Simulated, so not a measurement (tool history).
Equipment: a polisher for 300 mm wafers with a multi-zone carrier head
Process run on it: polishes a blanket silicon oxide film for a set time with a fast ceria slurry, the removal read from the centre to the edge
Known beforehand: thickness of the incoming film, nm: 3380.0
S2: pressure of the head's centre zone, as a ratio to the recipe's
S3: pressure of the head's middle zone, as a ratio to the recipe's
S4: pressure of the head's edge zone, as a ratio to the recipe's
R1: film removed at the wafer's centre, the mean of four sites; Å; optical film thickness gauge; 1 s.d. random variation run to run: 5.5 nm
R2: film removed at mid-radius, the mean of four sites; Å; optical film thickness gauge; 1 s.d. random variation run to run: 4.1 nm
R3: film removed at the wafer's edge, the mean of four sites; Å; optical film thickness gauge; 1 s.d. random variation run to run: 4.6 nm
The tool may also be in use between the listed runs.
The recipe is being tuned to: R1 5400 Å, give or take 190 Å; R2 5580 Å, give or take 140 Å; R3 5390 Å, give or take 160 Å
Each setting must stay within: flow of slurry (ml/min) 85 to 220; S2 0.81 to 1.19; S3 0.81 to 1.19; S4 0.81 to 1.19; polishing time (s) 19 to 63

run 1 hour=0 | flow_of_slurry_(ml/min)=140 S2=1 S3=1 S4=1 polishing_time_(s)=41 | R1=7789.1 R2=7830.1 R3=7832.9
run 2 hour=3 | flow_of_slurry_(ml/min)=140 S2=1 S3=1 S4=0.96 polishing_time_(s)=41 | R1=7753.8 R2=7893.7 R3=7548.8
run 3 hour=5.5 | flow_of_slurry_(ml/min)=130 S2=0.98 S3=0.96 S4=0.92 polishing_time_(s)=39 | R1=7185.3 R2=7102.9 R3=7133.9
run 4 hour=6.7 | flow_of_slurry_(ml/min)=130 S2=0.98 S3=0.96 S4=0.84 polishing_time_(s)=39 | R1=7213.9 R2=7086 R3=6763.5
run 5 hour=13.9 | flow_of_slurry_(ml/min)=130 S2=0.98 S3=1.01 S4=0.84 polishing_time_(s)=39 | R1=7053.1 R2=7470 R3=6758.6
run 6 hour=21.3 | flow_of_slurry_(ml/min)=130 S2=0.97 S3=0.99 S4=0.84 polishing_time_(s)=36 | R1=6444 R2=6804.4 R3=6346.5
run 7 hour=25.1 | flow_of_slurry_(ml/min)=125 S2=0.97 S3=0.98 S4=0.83 polishing_time_(s)=34 | R1=6238 R2=6278.4 R3=5951.8
run 8 hour=31.4 | flow_of_slurry_(ml/min)=120 S2=0.96 S3=0.98 S4=0.82 polishing_time_(s)=33 | R1=5738.8 R2=6090.1 R3=5608.1
run 9 hour=34.9 | flow_of_slurry_(ml/min)=110 S2=0.96 S3=0.97 S4=0.83 polishing_time_(s)=33 | R1=5732.3 R2=5891.6 R3=5555.3
run 10 hour=36.9 | flow_of_slurry_(ml/min)=105 S2=0.95 S3=0.97 S4=0.84 polishing_time_(s)=33 | R1=5491.6 R2=5843.8 R3=5650.9
run 11 hour=41.9 | flow_of_slurry_(ml/min)=100 S2=0.96 S3=0.97 S4=0.83 polishing_time_(s)=33 | R1=5596.2 R2=5778.9 R3=5574.7
run 12 hour=46.1 | flow_of_slurry_(ml/min)=95 S2=0.96 S3=0.97 S4=0.82 polishing_time_(s)=33 | R1=5668.2 R2=5779.9 R3=5501.7
run 13 hour=50.6 | flow_of_slurry_(ml/min)=95 S2=0.95 S3=0.97 S4=0.82 polishing_time_(s)=33 | R1=5526.7 R2=5742.9 R3=5450.6

Of the 5 settings listed for the next run, only one would bring every result within its allowed miss of target. Which one?
run A hour=55.1 | flow_of_slurry_(ml/min)=95 S2=1.04 S3=0.94 S4=0.81 polishing_time_(s)=33 | R1=? R2=? R3=?
run B hour=55.1 | flow_of_slurry_(ml/min)=135 S2=0.93 S3=0.94 S4=0.83 polishing_time_(s)=31 | R1=? R2=? R3=?
run C hour=55.1 | flow_of_slurry_(ml/min)=140 S2=0.99 S3=0.99 S4=0.81 polishing_time_(s)=31 | R1=? R2=? R3=?
run D hour=55.1 | flow_of_slurry_(ml/min)=85 S2=0.97 S3=0.94 S4=0.81 polishing_time_(s)=35 | R1=? R2=? R3=?
run E hour=55.1 | flow_of_slurry_(ml/min)=115 S2=0.88 S3=0.96 S4=0.81 polishing_time_(s)=34 | R1=? R2=? R3=?

move=A R1=6043.7 R2=5568.6 R3=5431.9
move=B R1=5415.8 R2=5545 R3=5369.1
move=C R1=5806.1 R2=5803.6 R3=5330.9
move=D R1=5842.8 R2=5793.7 R3=5684.6
move=E R1=5459.2 R2=6028.1 R3=5721.9
A: brings the last run's worst result on target, with another outside its allowed miss
B: in spec on every target
C: lands further from the targets than the last run did
D: lands further from the targets than the last run did
E: lands further from the targets than the last run did
Go with B: it meets all targets.
